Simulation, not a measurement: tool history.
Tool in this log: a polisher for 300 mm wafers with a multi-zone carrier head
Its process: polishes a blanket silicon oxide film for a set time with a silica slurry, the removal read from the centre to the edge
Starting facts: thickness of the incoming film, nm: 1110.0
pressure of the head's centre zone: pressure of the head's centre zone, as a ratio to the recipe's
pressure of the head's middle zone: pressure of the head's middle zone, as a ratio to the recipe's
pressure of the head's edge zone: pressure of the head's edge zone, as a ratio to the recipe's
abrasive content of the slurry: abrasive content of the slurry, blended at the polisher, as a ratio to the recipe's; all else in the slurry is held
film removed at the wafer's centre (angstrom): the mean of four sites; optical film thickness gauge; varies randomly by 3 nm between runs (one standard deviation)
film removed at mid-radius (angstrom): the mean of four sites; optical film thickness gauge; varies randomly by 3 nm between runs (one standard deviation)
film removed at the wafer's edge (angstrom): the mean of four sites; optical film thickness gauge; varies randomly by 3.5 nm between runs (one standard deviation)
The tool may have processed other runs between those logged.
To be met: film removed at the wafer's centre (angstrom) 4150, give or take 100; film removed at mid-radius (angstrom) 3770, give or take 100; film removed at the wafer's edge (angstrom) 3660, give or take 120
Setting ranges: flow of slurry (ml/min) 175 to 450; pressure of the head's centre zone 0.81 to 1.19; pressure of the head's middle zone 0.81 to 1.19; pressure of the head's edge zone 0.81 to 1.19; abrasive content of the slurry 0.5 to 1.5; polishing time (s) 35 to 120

run,hour,flow of slurry (ml/min),pressure of the head's centre zone,pressure of the head's middle zone,pressure of the head's edge zone,abrasive content of the slurry,polishing time (s),film removed at the wafer's centre (angstrom),film removed at mid-radius (angstrom),film removed at the wafer's edge (angstrom)
1,0,290,1,1,1,1,77,3452.1,3475.8,3432.3
2,7.4,300,1.02,1.01,1.01,1,77,3508.3,3527.3,3505.2
3,9.2,305,1.04,1.01,1.01,1,77,3577.2,3549.1,3551
4,12,255,1.04,1.01,1.01,1,77,3534.1,3509,3426.7
5,14.3,265,1.06,1.01,1.01,1,77,3575.9,3531,3465.8
6,22.3,265,1.06,1.01,1.01,0.8,77,3337.4,3269.3,3163.7
7,30.5,275,1.08,1.01,1.01,0.8,77,3420.4,3222.5,3182.6
8,34.6,285,1.09,1.02,1.01,0.8,77,3421.6,3308.8,3240.9
9,35.6,285,1.1,1.02,1,0.85,77,3557.9,3396.5,3228.9
10,40,295,1.11,1.02,1.01,0.85,77,3601.3,3392.1,3344.4
11,40.7,375,1.19,1.1,1,0.9,77,3981.4,3789,3408.8
12,48.5,375,1.19,1.09,1.01,0.9,77,3948.8,3720.2,3416.7

Exercise: of the 5 proposed moves below, exactly one satisfies all targets within the stated allowed misses. Which move is it?
A,56.3,290,1.13,1.1,1.17,0.75,82,?,?,?
B,56.3,390,1.19,1.06,0.96,0.65,89,?,?,?
C,56.3,390,1.18,1.05,1.03,0.95,79,?,?,?
D,56.3,345,1.15,1.17,0.98,0.9,74,?,?,?
E,56.3,380,1.19,1.06,0.97,0.9,80,?,?,?

move,film removed at the wafer's centre (angstrom),film removed at mid-radius (angstrom),film removed at the wafer's edge (angstrom)
A,3745.9,3637.1,3578.4
B,4173.3,3738.3,3421.3
C,4190.9,3752.4,3582.2
D,3727,3748.8,3185.4
E,4189,3753.1,3453.4
A: meets the target for the result that was furthest off, but another lies outside its allowed miss
B: as far off as the last run
C: all results land within tolerance of their targets
D: the biggest miss grows against the last run
E: an improvement on the last run, though not all results are within tolerance
The right move is C.
